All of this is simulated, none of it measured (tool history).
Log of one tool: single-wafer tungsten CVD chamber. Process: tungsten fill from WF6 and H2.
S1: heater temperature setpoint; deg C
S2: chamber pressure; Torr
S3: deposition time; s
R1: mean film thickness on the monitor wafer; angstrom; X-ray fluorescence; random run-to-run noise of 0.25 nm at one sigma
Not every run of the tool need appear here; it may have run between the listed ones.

Run 1, hour 0.0: S1 385 deg C, S2 36.0 Torr, S3 21.2 s. Result: R1 503.90 angstrom.
Run 2, hour 8.1: S1 389 deg C, S2 36.2 Torr, S3 21.2 s. Result: R1 545.25 angstrom.
Run 3, hour 12.3: S1 389 deg C, S2 40.1 Torr, S3 21.2 s. Result: R1 569.62 angstrom.
Run 4, hour 14.7: S1 391 deg C, S2 40.2 Torr, S3 21.2 s. Result: R1 590.05 angstrom.
Run 5, hour 19.0: S1 391 deg C, S2 36.3 Torr, S3 21.2 s. Result: R1 563.14 angstrom.
Run 6, hour 20.0: S1 391 deg C, S2 36.3 Torr, S3 20.1 s. Result: R1 532.28 angstrom.
Run 7, hour 24.8: S1 394 deg C, S2 36.5 Torr, S3 20.1 s. Result: R1 561.44 angstrom.

Run 8 has not been measured yet. What should we expect?
Run 8, hour 31.6: S1 397 deg C, S2 36.6 Torr, S3 20.1 s. Result: R1 ?.

Run 8 measured R1 589.68 angstrom.

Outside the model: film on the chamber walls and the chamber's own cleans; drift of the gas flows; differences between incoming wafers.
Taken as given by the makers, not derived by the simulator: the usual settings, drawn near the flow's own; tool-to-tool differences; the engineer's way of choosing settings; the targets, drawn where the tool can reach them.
